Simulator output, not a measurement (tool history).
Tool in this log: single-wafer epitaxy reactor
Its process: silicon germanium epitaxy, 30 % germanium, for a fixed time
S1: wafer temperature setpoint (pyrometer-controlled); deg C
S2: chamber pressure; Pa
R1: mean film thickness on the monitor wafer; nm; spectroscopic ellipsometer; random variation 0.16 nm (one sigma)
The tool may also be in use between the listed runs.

run 1 hour=0 | S1=625 S2=2466 | R1=83.316
run 2 hour=6.8 | S1=625 S2=2653 | R1=86.998
run 3 hour=13.2 | S1=635 S2=2653 | R1=101.24
run 4 hour=15.3 | S1=628 S2=2653 | R1=90.837
run 5 hour=23.9 | S1=623 S2=2653 | R1=84.409
run 6 hour=32.4 | S1=623 S2=2440 | R1=80.673
run 7 hour=38 | S1=622 S2=2440 | R1=79.456

The next listed run, before its measurement:
run 8 hour=44 | S1=621 S2=2440 | R1=?

Run 8 yielded R1 78.284 nm.
